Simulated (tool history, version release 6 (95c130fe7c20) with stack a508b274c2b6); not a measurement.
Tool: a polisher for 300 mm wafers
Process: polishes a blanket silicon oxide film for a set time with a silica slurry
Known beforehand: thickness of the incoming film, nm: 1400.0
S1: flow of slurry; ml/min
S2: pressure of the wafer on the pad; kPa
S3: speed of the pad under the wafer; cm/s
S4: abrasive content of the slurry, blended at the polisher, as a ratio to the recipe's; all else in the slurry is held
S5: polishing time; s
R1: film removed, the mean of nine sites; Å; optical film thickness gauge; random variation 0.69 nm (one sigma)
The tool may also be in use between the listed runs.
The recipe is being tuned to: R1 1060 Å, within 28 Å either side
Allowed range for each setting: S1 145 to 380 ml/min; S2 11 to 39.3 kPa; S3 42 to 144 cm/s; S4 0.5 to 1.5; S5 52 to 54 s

run,hour,S1,S2,S3,S4,S5,R1
1,0,245,24.8,92,1,52,1436.4
2,2.7,245,24.8,92,1,52,1433.7
3,7.7,245,23.4,92,1,52,1391.7
4,8.2,245,22.1,92,1,52,1292
5,13.3,245,22.1,92,1,54,1349.1
6,18.3,245,20.7,92,1,54,1283.9
7,25.9,245,20,92,1,54,1232.5
# hour 28.7: head pressure recalibrated
8,28.7,245,19.3,92,1,54,1128.9

Pick the move, out of 4, that brings all results within their allowed miss; only one does.
A,31.5,310,17.2,106,1,54,?
B,31.5,305,24.1,94,0.8,53,?
C,31.5,290,16.5,102,1.05,52,?
D,31.5,290,19.3,92,1.1,54,?

move,R1
A,1160.7
B,1226.5
C,1066.9
D,1187.9
A: misses by more than the last run did
B: misses by more than the last run did
C: all results land within tolerance of their targets
D: misses by more than the last run did
C is the move that brings every result within its allowed miss.
